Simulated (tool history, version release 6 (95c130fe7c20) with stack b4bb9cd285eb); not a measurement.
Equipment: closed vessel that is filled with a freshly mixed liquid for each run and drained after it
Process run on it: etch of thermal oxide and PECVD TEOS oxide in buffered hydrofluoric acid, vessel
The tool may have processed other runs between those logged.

run  hour  temperature setpoint of the liquid (K)  parts of 40 % ammonium fluoride to one part of 49 % hydrofluoric acid (parts by volume)  time in the liquid (s)  thickness taken off the thermal oxide on a monitor wafer (angstrom)  thickness taken off the PECVD TEOS oxide on a monitor wafer (angstrom)
  1   0.0                                  294.15                                                                                     13.5                      60                                                               459.18                                                                  784.47
  2   3.1                                  292.15                                                                                     13.5                      60                                                               409.71                                                                  703.85
  3  11.9                                  294.15                                                                                     13.5                      60                                                               456.71                                                                  776.94
  4  14.4                                  294.15                                                                                     10.0                      60                                                               604.81                                                                 1056.80
  5  23.2                                  294.15                                                                                     12.0                      60                                                               506.07                                                                  882.29
  6  32.0                                  295.15                                                                                     12.0                      60                                                               538.79                                                                  929.83

Expected results for the next run?
  7  37.7                                  295.65                                                                                     12.0                      60                                                                    ?                                                                       ?

{"run 7": {"thickness taken off the thermal oxide on a monitor wafer (angstrom)": 558.69, "thickness taken off the PECVD TEOS oxide on a monitor wafer (angstrom)": 958.8}}

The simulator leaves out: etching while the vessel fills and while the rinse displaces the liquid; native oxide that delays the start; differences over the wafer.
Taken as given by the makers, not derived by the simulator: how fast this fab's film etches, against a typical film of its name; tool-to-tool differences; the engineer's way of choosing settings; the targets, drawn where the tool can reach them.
